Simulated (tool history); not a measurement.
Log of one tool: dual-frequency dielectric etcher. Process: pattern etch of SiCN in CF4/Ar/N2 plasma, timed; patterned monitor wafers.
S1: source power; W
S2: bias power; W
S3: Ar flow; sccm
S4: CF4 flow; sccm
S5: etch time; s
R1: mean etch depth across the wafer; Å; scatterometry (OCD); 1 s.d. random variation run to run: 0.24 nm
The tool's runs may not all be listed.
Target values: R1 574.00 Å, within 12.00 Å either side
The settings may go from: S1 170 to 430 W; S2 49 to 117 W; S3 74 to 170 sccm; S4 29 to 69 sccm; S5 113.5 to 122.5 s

run  hour   S1  S2   S3  S4     S5      R1
  1   0.0  300  83  122  49  122.5  689.70
  2   6.6  280  83  122  49  122.5  656.23
  3  11.0  280  83  122  42  122.5  635.75
  4  18.4  280  83  122  42  113.5  594.92
  5  21.2  310  83  122  42  113.5  637.06
  6  22.6  310  93  122  42  113.5  666.95
  7  28.9  300  93  122  42  113.5  653.12
  8  36.7  290  93  122  42  113.5  640.34

Which of these 5 next moves meets every target?
  A  44.5  240  96  132  52  117.5   ?
  B  44.5  310  66  150  40  118.5   ?
  C  44.5  250  89   99  39  118.5   ?
  D  44.5  270  97  113  37  113.5   ?
  E  44.5  290  92  102  29  114.5   ?

move      R1
   A  600.80
   B  572.78
   C  596.13
   D  607.79
   E  607.54
A: better than the last run, though not everything is in spec
B: in spec on every target
C: better than the last run, though not everything is in spec
D: better than the last run, though not everything is in spec
E: better than the last run, though not everything is in spec
The move that meets every target is B.
